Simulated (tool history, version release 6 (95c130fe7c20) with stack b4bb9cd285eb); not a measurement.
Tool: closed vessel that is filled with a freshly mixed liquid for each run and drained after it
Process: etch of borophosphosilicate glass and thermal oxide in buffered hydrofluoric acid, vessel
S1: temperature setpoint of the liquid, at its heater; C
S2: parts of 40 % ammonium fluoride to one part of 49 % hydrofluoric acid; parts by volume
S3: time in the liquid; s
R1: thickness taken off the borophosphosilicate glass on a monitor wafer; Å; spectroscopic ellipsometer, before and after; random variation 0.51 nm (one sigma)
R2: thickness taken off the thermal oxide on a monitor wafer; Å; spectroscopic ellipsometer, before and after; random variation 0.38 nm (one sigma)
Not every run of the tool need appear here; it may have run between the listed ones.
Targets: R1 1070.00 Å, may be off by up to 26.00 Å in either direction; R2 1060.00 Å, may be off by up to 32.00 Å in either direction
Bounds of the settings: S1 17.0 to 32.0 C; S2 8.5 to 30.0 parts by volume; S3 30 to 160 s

run,day,S1,S2,S3,R1,R2
1,0.000,25.0,23.5,80,467.99,459.76
2,0.279,22.0,23.5,80,399.35,394.04
3,0.350,22.0,23.5,100,495.32,492.18
4,0.438,24.5,23.5,100,567.97,566.28
5,0.467,26.0,22.0,100,642.89,641.15
6,0.596,26.0,22.0,85,551.51,545.52
7,0.912,27.5,20.0,85,632.33,629.84
8,0.971,28.5,18.0,85,737.07,735.75
9,1.179,29.5,17.0,85,833.98,819.86
10,1.338,30.0,16.5,85,881.11,865.31
11,1.671,30.5,16.0,85,924.09,917.04
12,1.738,31.0,15.5,85,987.10,975.56
13,2.021,31.5,15.5,85,1007.50,994.38

Of the 4 settings listed for the next run, only one would bring every result within its allowed miss of target. Which one?
A,2.304,31.5,15.0,80,?,?
B,2.304,32.0,16.0,90,?,?
C,2.304,29.5,18.0,105,?,?
D,2.304,31.0,16.0,80,?,?

move,R1,R2
A,972.74,974.12
B,1053.90,1055.90
C,961.49,962.62
D,889.58,890.87
A: lands further from the targets than the last run did
B: all results in spec
C: lands further from the targets than the last run did
D: lands further from the targets than the last run did
Answer: B

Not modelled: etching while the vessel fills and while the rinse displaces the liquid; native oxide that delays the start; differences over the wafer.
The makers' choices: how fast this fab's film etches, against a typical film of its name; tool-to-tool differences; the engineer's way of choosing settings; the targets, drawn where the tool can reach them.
